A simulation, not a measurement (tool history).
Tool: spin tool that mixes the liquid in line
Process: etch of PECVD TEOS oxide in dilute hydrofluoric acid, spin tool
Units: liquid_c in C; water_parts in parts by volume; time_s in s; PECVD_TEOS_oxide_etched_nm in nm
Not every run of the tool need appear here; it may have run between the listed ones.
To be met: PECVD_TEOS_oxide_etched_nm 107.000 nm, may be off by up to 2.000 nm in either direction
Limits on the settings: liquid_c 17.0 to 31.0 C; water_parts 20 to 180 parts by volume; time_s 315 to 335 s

run 1 hour=0.0 | liquid_c=23.0 water_parts=100 time_s=315 | PECVD_TEOS_oxide_etched_nm=65.316
run 2 hour=6.6 | liquid_c=23.0 water_parts=100 time_s=315 | PECVD_TEOS_oxide_etched_nm=63.978
run 3 hour=9.3 | liquid_c=24.0 water_parts=100 time_s=315 | PECVD_TEOS_oxide_etched_nm=67.991
run 4 hour=15.8 | liquid_c=25.5 water_parts=100 time_s=315 | PECVD_TEOS_oxide_etched_nm=71.533
run 5 hour=17.4 | liquid_c=22.5 water_parts=100 time_s=315 | PECVD_TEOS_oxide_etched_nm=63.385
run 6 hour=26.2 | liquid_c=19.5 water_parts=100 time_s=315 | PECVD_TEOS_oxide_etched_nm=56.147
run 7 hour=30.8 | liquid_c=23.5 water_parts=80 time_s=315 | PECVD_TEOS_oxide_etched_nm=84.040
run 8 hour=31.6 | liquid_c=24.0 water_parts=80 time_s=315 | PECVD_TEOS_oxide_etched_nm=86.542
run 9 hour=35.1 | liquid_c=28.0 water_parts=80 time_s=315 | PECVD_TEOS_oxide_etched_nm=101.020

Which one of the following 4 next-run settings gets every result inside its allowed miss? There is exactly one.
run A hour=38.6 | liquid_c=30.5 water_parts=85 time_s=335 | PECVD_TEOS_oxide_etched_nm=?
run B hour=38.6 | liquid_c=25.5 water_parts=70 time_s=335 | PECVD_TEOS_oxide_etched_nm=?
run C hour=38.6 | liquid_c=27.5 water_parts=75 time_s=315 | PECVD_TEOS_oxide_etched_nm=?
run D hour=38.6 | liquid_c=28.5 water_parts=75 time_s=315 | PECVD_TEOS_oxide_etched_nm=?

move=A PECVD_TEOS_oxide_etched_nm=109.620
move=B PECVD_TEOS_oxide_etched_nm=111.890
move=C PECVD_TEOS_oxide_etched_nm=105.570
move=D PECVD_TEOS_oxide_etched_nm=109.770
A: takes the result that was furthest off past its target
B: takes the result that was furthest off past its target
C: all results land within tolerance of their targets
D: takes the result that was furthest off past its target
Move C is the one to make.
